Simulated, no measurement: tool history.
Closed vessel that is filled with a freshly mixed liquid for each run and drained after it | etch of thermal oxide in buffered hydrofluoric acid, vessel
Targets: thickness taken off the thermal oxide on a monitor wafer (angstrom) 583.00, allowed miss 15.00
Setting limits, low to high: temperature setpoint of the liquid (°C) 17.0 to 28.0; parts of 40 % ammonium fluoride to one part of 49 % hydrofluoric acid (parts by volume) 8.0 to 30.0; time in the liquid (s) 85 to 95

run,hour,temperature setpoint of the liquid (°C),parts of 40 % ammonium fluoride to one part of 49 % hydrofluoric acid (parts by volume),time in the liquid (s),thickness taken off the thermal oxide on a monitor wafer (angstrom)
1,0.0,20.0,22.5,85,361.72
2,2.9,20.0,18.0,85,439.62
3,7.5,20.0,14.0,85,559.44
4,16.4,20.0,14.0,95,626.98
5,18.9,17.0,14.0,95,526.16
6,19.9,17.0,14.0,95,529.13
7,28.4,17.5,14.0,95,544.43
8,32.7,18.0,14.0,95,557.27

Next run, 4 choices. One meets every target within its allowed miss, the rest don't. Which?
A,37.0,17.0,12.5,85,?
B,37.0,18.5,14.5,95,?
C,37.0,17.0,13.5,95,?
D,37.0,19.5,14.0,90,?

move,thickness taken off the thermal oxide on a monitor wafer (angstrom)
A,532.48
B,560.26
C,551.85
D,581.29
A: the biggest miss grows against the last run
B: closer than the last run, but not yet in spec
C: the biggest miss grows against the last run
D: every result lands within tolerance
D is the move that brings every result within its allowed miss.
